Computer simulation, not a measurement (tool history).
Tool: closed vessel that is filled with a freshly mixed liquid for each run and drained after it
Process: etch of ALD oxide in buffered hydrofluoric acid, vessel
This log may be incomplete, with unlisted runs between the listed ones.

run	hour	temperature setpoint of the liquid (°C)	parts of 40 % ammonium fluoride to one part of 49 % hydrofluoric acid (parts by volume)	time in the liquid (s)	thickness taken off the ALD oxide on a monitor wafer (angstrom)
1	0.0	21.0	21.5	130	971.72
2	5.3	19.5	23.0	130	861.15
3	13.4	18.5	24.0	130	792.30
4	16.5	17.0	24.0	130	716.48
5	17.3	17.0	19.5	130	833.40
6	20.6	17.0	17.0	130	961.17
7	26.5	17.0	20.0	130	820.61
8	27.1	17.0	21.5	130	772.49
9	34.0	17.0	22.5	130	754.61
10	40.7	17.0	23.5	130	732.02

Expected results for the next run?
11	45.3	17.0	24.0	130	?

thickness taken off the ALD oxide on a monitor wafer (angstrom): 722.87

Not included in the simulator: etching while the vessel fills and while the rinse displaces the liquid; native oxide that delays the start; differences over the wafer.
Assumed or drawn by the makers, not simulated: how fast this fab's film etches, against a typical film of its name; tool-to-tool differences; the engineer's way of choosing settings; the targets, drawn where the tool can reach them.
